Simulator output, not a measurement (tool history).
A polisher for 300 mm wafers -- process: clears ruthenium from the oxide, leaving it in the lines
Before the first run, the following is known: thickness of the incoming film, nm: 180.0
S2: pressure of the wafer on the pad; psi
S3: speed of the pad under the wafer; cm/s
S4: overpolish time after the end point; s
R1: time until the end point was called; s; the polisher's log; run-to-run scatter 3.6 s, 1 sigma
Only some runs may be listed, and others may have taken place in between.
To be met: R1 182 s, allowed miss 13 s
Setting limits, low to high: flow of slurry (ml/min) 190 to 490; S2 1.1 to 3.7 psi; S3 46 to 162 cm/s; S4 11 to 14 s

run 1 hour=0 | flow_of_slurry_(ml/min)=315 S2=2.4 S3=104 S4=14 | R1=120.98
run 2 hour=8.3 | flow_of_slurry_(ml/min)=315 S2=2.4 S3=104 S4=14 | R1=128.54
run 3 hour=14.6 | flow_of_slurry_(ml/min)=315 S2=2.2 S3=104 S4=14 | R1=134.04
run 4 hour=18.7 | flow_of_slurry_(ml/min)=315 S2=2 S3=102 S4=14 | R1=152.82
run 5 hour=22.3 | flow_of_slurry_(ml/min)=345 S2=2 S3=102 S4=14 | R1=148.06
run 6 hour=28.3 | flow_of_slurry_(ml/min)=345 S2=2.5 S3=102 S4=14 | R1=118.71
run 7 hour=30.6 | flow_of_slurry_(ml/min)=345 S2=2.3 S3=100 S4=14 | R1=127.4
run 8 hour=31.5 | flow_of_slurry_(ml/min)=330 S2=2.2 S3=98 S4=14 | R1=139
run 9 hour=34.9 | flow_of_slurry_(ml/min)=325 S2=2.1 S3=96 S4=14 | R1=152.26
run 10 hour=37.3 | flow_of_slurry_(ml/min)=320 S2=2 S3=96 S4=14 | R1=152.09
run 11 hour=40.2 | flow_of_slurry_(ml/min)=320 S2=1.5 S3=90 S4=14 | R1=217.49

Which of these 5 next moves meets every target?
run A hour=43.1 | flow_of_slurry_(ml/min)=285 S2=2 S3=100 S4=11 | R1=?
run B hour=43.1 | flow_of_slurry_(ml/min)=265 S2=2.3 S3=88 S4=14 | R1=?
run C hour=43.1 | flow_of_slurry_(ml/min)=220 S2=1.5 S3=148 S4=14 | R1=?
run D hour=43.1 | flow_of_slurry_(ml/min)=265 S2=2.2 S3=88 S4=14 | R1=?
run E hour=43.1 | flow_of_slurry_(ml/min)=340 S2=1.8 S3=90 S4=13 | R1=?

move=A R1=150.43
move=B R1=146.65
move=C R1=147.67
move=D R1=153.1
move=E R1=178
A: pushes the last run's worst result past its target
B: pushes the last run's worst result past its target
C: pushes the last run's worst result past its target
D: pushes the last run's worst result past its target
E: every result lands within tolerance
E is the move that brings every result within its allowed miss.
